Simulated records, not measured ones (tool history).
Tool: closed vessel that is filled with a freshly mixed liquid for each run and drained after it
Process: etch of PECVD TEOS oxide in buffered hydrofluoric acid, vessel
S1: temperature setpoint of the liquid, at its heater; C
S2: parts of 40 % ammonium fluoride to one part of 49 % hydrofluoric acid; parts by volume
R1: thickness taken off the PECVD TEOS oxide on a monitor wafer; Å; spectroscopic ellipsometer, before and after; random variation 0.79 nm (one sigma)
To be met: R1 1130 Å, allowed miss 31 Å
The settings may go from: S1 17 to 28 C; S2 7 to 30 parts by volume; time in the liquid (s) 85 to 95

Run 1, hour 0: S1 20 C, S2 19 parts by volume, time in the liquid (s) 85. Result: R1 1442.5 Å.
Run 2, hour 1.6: S1 20 C, S2 15 parts by volume, time in the liquid (s) 85. Result: R1 1839.4 Å.
Run 3, hour 2.9: S1 17.5 C, S2 15 parts by volume, time in the liquid (s) 85. Result: R1 1605.3 Å.
Run 4, hour 5.3: S1 17.5 C, S2 15 parts by volume, time in the liquid (s) 85. Result: R1 1614.8 Å.
Run 5, hour 12: S1 17.5 C, S2 19 parts by volume, time in the liquid (s) 85. Result: R1 1266 Å.
Run 6, hour 18.1: S1 17 C, S2 19 parts by volume, time in the liquid (s) 85. Result: R1 1213.6 Å.
Run 7, hour 26.2: S1 17 C, S2 19.5 parts by volume, time in the liquid (s) 85. Result: R1 1185.7 Å.
Run 8, hour 33.7: S1 17 C, S2 19.5 parts by volume, time in the liquid (s) 85. Result: R1 1184.8 Å.
Run 9, hour 38.9: S1 17 C, S2 20 parts by volume, time in the liquid (s) 85. Result: R1 1161.6 Å.

4 next moves are on the table. One of them brings every result within its allowed miss. Which?
Run A, hour 44.1: S1 17 C, S2 24.5 parts by volume, time in the liquid (s) 95. Result: R1 ?.
Run B, hour 44.1: S1 17 C, S2 21 parts by volume, time in the liquid (s) 90. Result: R1 ?.
Run C, hour 44.1: S1 17 C, S2 19.5 parts by volume, time in the liquid (s) 85. Result: R1 ?.
Run D, hour 44.1: S1 17.5 C, S2 21 parts by volume, time in the liquid (s) 90. Result: R1 ?.

move      R1
   A    1124
   B  1184.7
   C  1186.6
   D    1219
A: meets every target
B: further off than the last run
C: further off than the last run
D: further off than the last run
The right move is A.
